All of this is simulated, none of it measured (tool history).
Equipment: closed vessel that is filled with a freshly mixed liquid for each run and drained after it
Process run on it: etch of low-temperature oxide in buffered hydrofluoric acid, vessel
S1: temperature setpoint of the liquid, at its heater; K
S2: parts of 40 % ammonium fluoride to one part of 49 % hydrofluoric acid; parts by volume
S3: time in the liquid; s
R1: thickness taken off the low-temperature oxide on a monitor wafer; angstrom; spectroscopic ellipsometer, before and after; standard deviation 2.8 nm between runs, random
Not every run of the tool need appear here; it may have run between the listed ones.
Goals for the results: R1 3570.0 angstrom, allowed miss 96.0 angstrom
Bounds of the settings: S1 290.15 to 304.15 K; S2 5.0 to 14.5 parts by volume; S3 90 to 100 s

run	day	S1	S2	S3	R1
1	0.000	296.15	9.0	90	2962.8
2	0.225	296.65	9.0	90	3014.4
3	0.554	293.65	9.0	90	2545.8
4	0.908	293.65	9.0	90	2544.8
5	1.150	293.65	11.5	90	2058.2
6	1.312	293.65	11.5	90	2097.6
7	1.450	295.15	11.5	90	2260.6
8	1.767	296.65	11.5	90	2431.5
9	1.967	298.15	11.5	90	2642.2
10	2.092	299.15	11.5	90	2819.1
11	2.292	299.65	11.5	90	2878.0
12	2.608	300.15	11.5	90	2956.3
13	2.746	300.65	11.5	90	3022.4
14	3.071	301.15	11.5	90	3086.1
15	3.167	301.15	11.5	90	3119.1
# day 3.192: hydrofluoric acid flow meter replaced
16	3.192	301.65	11.5	90	2953.3
17	3.521	302.15	11.0	90	3128.9
18	3.775	302.65	11.0	90	3228.6
19	3.808	303.15	11.0	90	3303.7

Pick the move, out of 5, that brings all results within their allowed miss; only one does.
A	3.842	302.15	13.0	100	?
B	3.842	304.15	13.0	100	?
C	3.842	304.15	12.5	95	?
D	3.842	301.65	10.5	100	?
E	3.842	300.15	11.0	100	?

move	R1
A	2934.3
B	3259.3
C	3217.2
D	3519.5
E	3105.6
A: the biggest miss grows against the last run
B: the biggest miss grows against the last run
C: the biggest miss grows against the last run
D: each result inside its tolerance
E: the biggest miss grows against the last run
So the answer is move D, the one that meets all the targets.

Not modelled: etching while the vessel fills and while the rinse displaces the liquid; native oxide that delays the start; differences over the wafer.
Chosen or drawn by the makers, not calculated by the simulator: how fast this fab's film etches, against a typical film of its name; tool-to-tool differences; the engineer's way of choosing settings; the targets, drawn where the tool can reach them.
